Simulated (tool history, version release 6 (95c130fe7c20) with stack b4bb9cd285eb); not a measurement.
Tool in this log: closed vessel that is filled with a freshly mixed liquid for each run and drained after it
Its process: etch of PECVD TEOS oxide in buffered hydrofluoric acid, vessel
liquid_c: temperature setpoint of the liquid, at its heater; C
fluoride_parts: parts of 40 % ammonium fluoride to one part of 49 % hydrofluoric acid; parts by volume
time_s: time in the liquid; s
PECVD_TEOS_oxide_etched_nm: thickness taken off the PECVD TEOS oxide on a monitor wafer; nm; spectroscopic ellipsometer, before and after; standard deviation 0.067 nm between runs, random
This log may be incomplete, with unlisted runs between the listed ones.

run,hour,liquid_c,fluoride_parts,time_s,PECVD_TEOS_oxide_etched_nm
1,0.0,20.0,20.5,35,23.131
2,7.6,20.0,20.5,30,20.008
3,11.0,22.0,20.5,30,22.246
4,17.9,21.0,22.0,30,19.741
5,23.2,17.5,22.0,30,16.282
6,28.1,17.5,23.0,30,15.968

Run 7 comes next. What will it give?
7,36.7,17.5,24.0,30,?

{"run 7": {"PECVD_TEOS_oxide_etched_nm": 15.511}}
